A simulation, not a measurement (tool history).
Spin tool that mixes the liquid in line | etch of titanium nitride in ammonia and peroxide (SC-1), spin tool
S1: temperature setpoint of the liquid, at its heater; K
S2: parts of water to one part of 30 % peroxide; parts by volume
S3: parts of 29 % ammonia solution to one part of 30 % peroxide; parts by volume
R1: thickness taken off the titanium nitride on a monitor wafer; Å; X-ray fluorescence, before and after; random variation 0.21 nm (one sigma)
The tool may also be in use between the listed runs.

run 1 hour=0.0 | S1=322.15 S2=9.5 S3=0.75 time_under_the_liquid_(s)=210 | R1=260.07
run 2 hour=4.5 | S1=325.15 S2=9.5 S3=0.75 time_under_the_liquid_(s)=210 | R1=318.22
run 3 hour=11.0 | S1=326.65 S2=9.5 S3=0.75 time_under_the_liquid_(s)=210 | R1=355.99
run 4 hour=18.1 | S1=327.65 S2=9.5 S3=0.75 time_under_the_liquid_(s)=210 | R1=381.45
-- hour=19.2 new drum of ammonia solution connected
run 5 hour=19.2 | S1=327.65 S2=9.5 S3=0.55 time_under_the_liquid_(s)=210 | R1=367.89
run 6 hour=20.3 | S1=327.65 S2=9.5 S3=0.55 time_under_the_liquid_(s)=225 | R1=393.61
run 7 hour=21.6 | S1=328.65 S2=9.5 S3=0.55 time_under_the_liquid_(s)=225 | R1=419.84
run 8 hour=28.0 | S1=329.15 S2=9.5 S3=0.55 time_under_the_liquid_(s)=225 | R1=435.26
run 9 hour=30.4 | S1=329.65 S2=9.5 S3=0.55 time_under_the_liquid_(s)=225 | R1=448.01

Forecast run 10:
run 10 hour=34.3 | S1=330.15 S2=9.5 S3=0.55 time_under_the_liquid_(s)=225 | R1=?

{"run 10": {"R1": 468.73}}
